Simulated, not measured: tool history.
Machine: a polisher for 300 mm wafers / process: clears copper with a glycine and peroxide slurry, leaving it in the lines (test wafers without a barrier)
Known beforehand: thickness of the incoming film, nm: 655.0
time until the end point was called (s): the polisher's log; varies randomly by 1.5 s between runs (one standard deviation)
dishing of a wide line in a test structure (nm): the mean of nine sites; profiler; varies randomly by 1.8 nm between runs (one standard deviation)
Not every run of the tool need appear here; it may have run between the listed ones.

| run | day | flow of slurry (ml/min) | pressure of the wafer on the pad (psi) | speed of the pad under the wafer (m/s) | overpolish time after the end point (s) | time until the end point was called (s) | dishing of a wide line in a test structure (nm) |
|---|---|---|---|---|---|---|---|
| 1 | 0.000 | 290 | 1.9 | 1.24 | 27 | 122.17 | 63.947 |
| 2 | 0.329 | 290 | 1.7 | 1.24 | 30 | 129.71 | 64.723 |
| 3 | 0.621 | 290 | 1.9 | 1.24 | 30 | 120.99 | 67.860 |
| 4 | 0.721 | 290 | 1.7 | 1.24 | 33 | 132.38 | 68.322 |
| 5 | 0.750 | 355 | 1.7 | 1.24 | 33 | 130.62 | 69.280 |
|  | 0.979 | worn pad replaced by a new one |
| 6 | 0.979 | 355 | 1.7 | 1.24 | 29 | 114.63 | 71.311 |
| 7 | 1.175 | 355 | 1.6 | 1.22 | 32 | 122.18 | 70.609 |
| 8 | 1.383 | 340 | 1.5 | 1.20 | 35 | 127.74 | 71.951 |
| 9 | 1.671 | 320 | 1.4 | 1.14 | 38 | 140.50 | 71.786 |
| 10 | 1.904 | 305 | 1.3 | 1.12 | 40 | 150.37 | 73.918 |

Predict the results of run 11:
| 11 | 2.088 | 290 | 1.3 | 1.12 | 41 | ? | ? |

{"run 11": {"time until the end point was called (s)": 151.88, "dishing of a wide line in a test structure (nm)": 76.968}}
